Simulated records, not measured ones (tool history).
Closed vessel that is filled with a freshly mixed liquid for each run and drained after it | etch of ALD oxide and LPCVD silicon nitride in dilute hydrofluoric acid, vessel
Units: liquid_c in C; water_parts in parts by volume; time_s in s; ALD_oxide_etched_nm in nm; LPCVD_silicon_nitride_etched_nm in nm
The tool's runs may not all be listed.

| run | hour | liquid_c | water_parts | time_s | ALD_oxide_etched_nm | LPCVD_silicon_nitride_etched_nm |
|---|---|---|---|---|---|---|
| 1 | 0 | 26 | 190 | 290 | 30.444 | 0.78621 |
| 2 | 5 | 26 | 195 | 290 | 29.668 | 0.80804 |
| 3 | 7 | 22.5 | 195 | 290 | 25.756 | 0.62035 |
| 4 | 10.9 | 23 | 200 | 290 | 25.912 | 0.63659 |
| 5 | 17 | 23.5 | 205 | 290 | 25.352 | 0.61205 |
| 6 | 20.7 | 24 | 210 | 290 | 25.115 | 0.62907 |

Forecast run 7:
| 7 | 29 | 24.5 | 215 | 290 | ? | ? |

ALD_oxide_etched_nm: 24.806 nm
LPCVD_silicon_nitride_etched_nm: 0.64754 nm
